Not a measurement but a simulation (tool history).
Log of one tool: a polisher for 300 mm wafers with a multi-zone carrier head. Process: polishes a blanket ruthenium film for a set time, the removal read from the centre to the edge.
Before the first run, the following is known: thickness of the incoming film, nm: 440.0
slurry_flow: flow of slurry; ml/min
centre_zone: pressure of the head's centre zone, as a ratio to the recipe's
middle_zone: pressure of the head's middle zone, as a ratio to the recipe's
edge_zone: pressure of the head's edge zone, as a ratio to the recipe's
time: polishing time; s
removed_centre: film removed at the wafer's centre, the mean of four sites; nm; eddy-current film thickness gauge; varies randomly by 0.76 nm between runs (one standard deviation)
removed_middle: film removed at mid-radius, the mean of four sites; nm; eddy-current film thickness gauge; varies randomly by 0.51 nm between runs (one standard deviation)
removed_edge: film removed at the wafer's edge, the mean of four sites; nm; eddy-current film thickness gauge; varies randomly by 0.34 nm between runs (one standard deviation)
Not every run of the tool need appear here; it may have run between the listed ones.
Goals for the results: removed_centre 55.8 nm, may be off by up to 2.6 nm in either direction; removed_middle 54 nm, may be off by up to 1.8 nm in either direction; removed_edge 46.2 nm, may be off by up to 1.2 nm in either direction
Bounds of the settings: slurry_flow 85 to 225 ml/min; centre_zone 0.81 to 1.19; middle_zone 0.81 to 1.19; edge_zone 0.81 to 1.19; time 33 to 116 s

run	hour	slurry_flow	centre_zone	middle_zone	edge_zone	time	removed_centre	removed_middle	removed_edge
1	0	145	1	1	1	74	96.226	92.879	97.24
2	5.9	125	1.03	1.03	0.94	61	78.387	76.203	75.715
3	8.3	125	1.03	1.08	0.94	61	78.103	80.102	76.019
4	9.8	125	1.03	1.01	0.94	61	79.322	74.024	76.075
5	17.8	120	1.06	1.05	0.9	52	68.49	65.356	63.486
6	18.5	120	1.06	1	0.9	52	68.89	62.895	62.763
7	23.8	120	1.08	1.04	0.87	47	62.72	58.866	56.615
8	27.8	120	1.11	1.07	0.85	44	59.689	56.654	52.519

Which of these 4 next moves meets every target?
A	31.8	90	1.02	1.05	0.89	46	?	?	?
B	31.8	90	0.96	0.89	1.1	49	?	?	?
C	31.8	170	1.13	1.14	0.82	38	?	?	?
D	31.8	150	1.13	1.19	0.81	42	?	?	?

move	removed_centre	removed_middle	removed_edge
A	55.744	55.591	53.311
B	56.206	51.543	61.846
C	56.379	54.239	45.727
D	61.135	61.152	49.667
A: lands further from the targets than the last run did
B: lands further from the targets than the last run did
C: in spec on every target
D: nearer than the last run, and not there yet
The move that meets every target is C.
